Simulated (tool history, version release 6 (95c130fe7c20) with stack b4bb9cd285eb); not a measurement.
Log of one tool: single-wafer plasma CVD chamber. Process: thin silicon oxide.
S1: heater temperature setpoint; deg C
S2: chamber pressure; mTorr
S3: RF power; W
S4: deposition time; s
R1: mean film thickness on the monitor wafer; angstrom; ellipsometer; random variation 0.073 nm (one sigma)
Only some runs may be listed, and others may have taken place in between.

run	hour	S1	S2	S3	S4	R1
1	0	380	817	235	7.98	149.92
2	5.1	380	817	235	8.25	155.14
3	9.2	380	874	235	8.25	163.45
4	10.7	380	926	235	8.25	170.44
5	18.3	386	926	235	8.25	169.94
6	20.7	386	969	235	8.25	175.38
7	21.9	386	1005	235	8.25	178.9
8	29	386	1005	235	8.25	180.58

Run 9 comes next. What will it give?
9	37.5	386	1033	235	8.25	?

R1: 183.14 angstrom

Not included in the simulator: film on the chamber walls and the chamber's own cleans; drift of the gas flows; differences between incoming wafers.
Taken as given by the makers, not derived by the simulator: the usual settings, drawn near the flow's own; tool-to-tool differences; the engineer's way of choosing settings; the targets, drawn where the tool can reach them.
